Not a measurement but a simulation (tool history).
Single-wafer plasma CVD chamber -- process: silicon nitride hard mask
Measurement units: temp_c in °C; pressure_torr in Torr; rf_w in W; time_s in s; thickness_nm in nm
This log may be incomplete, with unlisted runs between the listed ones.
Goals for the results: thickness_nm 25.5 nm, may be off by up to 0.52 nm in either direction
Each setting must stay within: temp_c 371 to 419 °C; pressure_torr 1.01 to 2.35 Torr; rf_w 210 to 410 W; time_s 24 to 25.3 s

| run | hour | temp_c | pressure_torr | rf_w | time_s | thickness_nm |
|---|---|---|---|---|---|---|
| 1 | 0 | 395 | 1.68 | 310 | 25.3 | 29.962 |
| 2 | 5 | 395 | 1.61 | 305 | 25.3 | 29.748 |
| 3 | 7.3 | 395 | 1.51 | 305 | 25.3 | 28.973 |
| 4 | 13 | 395 | 1.77 | 305 | 25.3 | 30.293 |
| 5 | 13.7 | 395 | 1.77 | 305 | 24 | 28.86 |
| 6 | 14.8 | 395 | 1.48 | 305 | 24 | 27.301 |
| 7 | 15.4 | 395 | 1.44 | 305 | 24 | 27.28 |
| 8 | 22.2 | 395 | 1.4 | 305 | 24 | 26.918 |
| 9 | 25 | 395 | 1.37 | 305 | 24 | 26.946 |
| 10 | 26.9 | 395 | 1.34 | 305 | 24 | 26.877 |
| 11 | 34.2 | 395 | 1.08 | 295 | 24 | 24.523 |

4 next moves are on the table. One of them brings every result within its allowed miss. Which?
| A | 41.5 | 409 | 1.01 | 330 | 24 | ? |
| B | 41.5 | 391 | 1.01 | 295 | 24.2 | ? |
| C | 41.5 | 402 | 1.31 | 260 | 24 | ? |
| D | 41.5 | 393 | 1.26 | 270 | 24 | ? |

| move | thickness_nm |
|---|---|
| A | 25.693 |
| B | 24.372 |
| C | 23.922 |
| D | 24.359 |
A: hits every target within its allowed miss
B: moves away from the targets compared with the last run
C: moves away from the targets compared with the last run
D: moves away from the targets compared with the last run
A meets every target.

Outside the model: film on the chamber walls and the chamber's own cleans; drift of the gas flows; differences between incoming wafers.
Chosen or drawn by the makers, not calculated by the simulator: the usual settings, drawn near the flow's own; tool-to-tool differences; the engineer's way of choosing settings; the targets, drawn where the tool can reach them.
